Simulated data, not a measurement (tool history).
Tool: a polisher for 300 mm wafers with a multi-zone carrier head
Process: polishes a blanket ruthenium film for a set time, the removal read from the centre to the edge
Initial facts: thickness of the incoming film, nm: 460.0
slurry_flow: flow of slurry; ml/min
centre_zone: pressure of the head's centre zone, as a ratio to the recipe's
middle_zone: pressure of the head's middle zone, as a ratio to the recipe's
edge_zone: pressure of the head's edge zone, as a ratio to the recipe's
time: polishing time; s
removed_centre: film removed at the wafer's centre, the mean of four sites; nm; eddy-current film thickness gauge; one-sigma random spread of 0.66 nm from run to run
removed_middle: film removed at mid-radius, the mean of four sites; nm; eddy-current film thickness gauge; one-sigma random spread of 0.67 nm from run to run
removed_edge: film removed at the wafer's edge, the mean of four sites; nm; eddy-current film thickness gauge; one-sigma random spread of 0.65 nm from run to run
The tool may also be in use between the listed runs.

Run 1, day 0: slurry_flow 185 ml/min, centre_zone 1, middle_zone 1, edge_zone 1, time 35 s. Result: removed_centre 60.767 nm, removed_middle 59.681 nm, removed_edge 62.549 nm.
Run 2, day 0.033: slurry_flow 185 ml/min, centre_zone 1, middle_zone 0.93, edge_zone 1, time 35 s. Result: removed_centre 61.142 nm, removed_middle 57.305 nm, removed_edge 63.653 nm.
Run 3, day 0.267: slurry_flow 165 ml/min, centre_zone 1, middle_zone 0.93, edge_zone 1, time 35 s. Result: removed_centre 60.858 nm, removed_middle 57.069 nm, removed_edge 61.987 nm.
Run 4, day 0.383: slurry_flow 200 ml/min, centre_zone 1, middle_zone 0.93, edge_zone 1, time 35 s. Result: removed_centre 61.616 nm, removed_middle 57.419 nm, removed_edge 63.454 nm.
Run 5, day 0.725: slurry_flow 245 ml/min, centre_zone 1, middle_zone 0.93, edge_zone 1, time 35 s. Result: removed_centre 64.413 nm, removed_middle 60.724 nm, removed_edge 64.463 nm.
Run 6, day 1.012: slurry_flow 245 ml/min, centre_zone 0.98, middle_zone 0.95, edge_zone 0.97, time 32 s. Result: removed_centre 58.542 nm, removed_middle 54.459 nm, removed_edge 58.792 nm.
Run 7, day 1.05: slurry_flow 245 ml/min, centre_zone 0.96, middle_zone 1.01, edge_zone 0.95, time 30 s. Result: removed_centre 54.086 nm, removed_middle 54.801 nm, removed_edge 55.718 nm.

Run 8 comes next. What will it give?
Run 8, day 1.158: slurry_flow 240 ml/min, centre_zone 0.95, middle_zone 1.03, edge_zone 0.93, time 28 s. Result: removed_centre ?, removed_middle ?, removed_edge ?.

removed_centre: 47.591 nm
removed_middle: 51.688 nm
removed_edge: 49.813 nm
